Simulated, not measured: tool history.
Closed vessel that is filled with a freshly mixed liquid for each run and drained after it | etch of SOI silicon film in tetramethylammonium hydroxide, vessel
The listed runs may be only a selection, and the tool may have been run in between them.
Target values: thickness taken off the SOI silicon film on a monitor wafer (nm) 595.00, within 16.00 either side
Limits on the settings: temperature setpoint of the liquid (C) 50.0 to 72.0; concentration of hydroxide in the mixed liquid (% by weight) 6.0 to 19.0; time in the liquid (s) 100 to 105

run,hour,temperature setpoint of the liquid (C),concentration of hydroxide in the mixed liquid (% by weight),time in the liquid (s),thickness taken off the SOI silicon film on a monitor wafer (nm)
1,0.0,59.0,12.5,100,324.99
2,5.4,59.0,10.0,100,355.11
3,13.9,61.0,10.0,100,397.54
4,21.9,61.0,10.0,100,398.47
5,29.1,62.5,10.0,100,439.13
6,30.5,65.0,10.0,100,514.36
7,34.5,65.5,10.0,100,526.66
8,37.6,66.0,10.0,100,547.81

Exactly one of the 5 candidate moves below puts every result within its allowed miss. Which one?
A,40.7,68.5,11.5,100,?
B,40.7,66.5,10.5,100,?
C,40.7,66.0,11.0,100,?
D,40.7,64.5,10.0,100,?
E,40.7,66.0,9.0,100,?

move,thickness taken off the SOI silicon film on a monitor wafer (nm)
A,596.38
B,547.01
C,522.29
D,492.69
E,562.12
A: every result lands within tolerance
B: just as far off the targets as the last run
C: further off than the last run
D: further off than the last run
E: closes in on the targets versus the last run, not all within tolerance yet
So the answer is move A, the one that meets all the targets.

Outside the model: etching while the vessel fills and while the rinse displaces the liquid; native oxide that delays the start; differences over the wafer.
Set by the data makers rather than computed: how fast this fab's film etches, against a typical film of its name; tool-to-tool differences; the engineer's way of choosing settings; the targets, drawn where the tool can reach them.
